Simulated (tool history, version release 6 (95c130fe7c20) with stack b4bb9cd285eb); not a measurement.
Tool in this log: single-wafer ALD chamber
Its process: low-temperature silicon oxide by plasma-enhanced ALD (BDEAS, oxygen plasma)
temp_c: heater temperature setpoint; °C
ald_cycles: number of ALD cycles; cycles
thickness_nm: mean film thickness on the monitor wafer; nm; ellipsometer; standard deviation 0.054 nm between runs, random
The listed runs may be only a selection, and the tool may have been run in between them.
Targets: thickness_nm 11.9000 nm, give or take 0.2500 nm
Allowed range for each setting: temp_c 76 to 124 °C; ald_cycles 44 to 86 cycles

Run 1, day 0.000: temp_c 100 °C, ald_cycles 65 cycles. Result: thickness_nm 9.6865 nm.
Run 2, day 0.092: temp_c 99 °C, ald_cycles 66 cycles. Result: thickness_nm 9.7728 nm.
Run 3, day 0.433: temp_c 107 °C, ald_cycles 66 cycles. Result: thickness_nm 9.7741 nm.
Run 4, day 0.479: temp_c 107 °C, ald_cycles 67 cycles. Result: thickness_nm 9.9307 nm.
Run 5, day 0.692: temp_c 98 °C, ald_cycles 67 cycles. Result: thickness_nm 9.9809 nm.
Run 6, day 0.933: temp_c 98 °C, ald_cycles 68 cycles. Result: thickness_nm 10.2390 nm.
Run 7, day 1.283: temp_c 98 °C, ald_cycles 69 cycles. Result: thickness_nm 10.3100 nm.
Run 8, day 1.354: temp_c 88 °C, ald_cycles 79 cycles. Result: thickness_nm 12.1940 nm.

Which single option among these 5 for the next run brings every result within its allowed miss of target? Just one does.
Run A, day 1.425: temp_c 77 °C, ald_cycles 79 cycles. Result: thickness_nm ?.
Run B, day 1.425: temp_c 84 °C, ald_cycles 80 cycles. Result: thickness_nm ?.
Run C, day 1.425: temp_c 91 °C, ald_cycles 82 cycles. Result: thickness_nm ?.
Run D, day 1.425: temp_c 80 °C, ald_cycles 79 cycles. Result: thickness_nm ?.
Run E, day 1.425: temp_c 91 °C, ald_cycles 77 cycles. Result: thickness_nm ?.

move  thickness_nm
   A       12.6780
   B       12.5680
   C       12.6060
   D       12.5630
   E       11.8370
A: misses by more than the last run did
B: misses by more than the last run did
C: misses by more than the last run did
D: misses by more than the last run did
E: meets every target
E is the move that brings every result within its allowed miss.
